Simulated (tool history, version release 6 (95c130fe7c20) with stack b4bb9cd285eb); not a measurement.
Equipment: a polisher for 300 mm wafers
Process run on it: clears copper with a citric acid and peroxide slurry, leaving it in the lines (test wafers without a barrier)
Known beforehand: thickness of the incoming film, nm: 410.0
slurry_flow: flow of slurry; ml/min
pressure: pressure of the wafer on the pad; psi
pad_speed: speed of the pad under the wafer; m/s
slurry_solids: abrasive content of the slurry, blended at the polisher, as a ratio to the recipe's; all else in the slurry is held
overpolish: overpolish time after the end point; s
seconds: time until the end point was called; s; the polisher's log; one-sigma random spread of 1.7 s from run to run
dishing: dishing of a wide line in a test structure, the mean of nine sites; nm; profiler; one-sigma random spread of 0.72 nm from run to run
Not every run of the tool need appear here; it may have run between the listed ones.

run	hour	slurry_flow	pressure	pad_speed	slurry_solids	overpolish	seconds	dishing
1	0	145	3	1.1	1	23	145.01	42.297
2	5.2	145	3	1.1	1	30	145.48	53.879
3	13.5	145	3	1.1	1	37	143.78	64.239
4	21.7	140	2.8	1.1	1	37	156.59	59.143
5	30.3	135	2.7	1.1	1	37	161.69	55.456
6	33.8	135	2.7	1.1	0.85	37	165.85	57.313
7	37.8	130	2.6	1.1	0.85	37	173.05	54.298
8	39.2	105	2	1.1	0.85	35	224.78	40.899
9	47.4	110	2	1.1	0.85	35	222.92	41.595

Forecast run 10:
10	48.7	120	2	1.1	0.85	34	?	?

Run 10 gave seconds 219.8 s, dishing 42.054 nm.

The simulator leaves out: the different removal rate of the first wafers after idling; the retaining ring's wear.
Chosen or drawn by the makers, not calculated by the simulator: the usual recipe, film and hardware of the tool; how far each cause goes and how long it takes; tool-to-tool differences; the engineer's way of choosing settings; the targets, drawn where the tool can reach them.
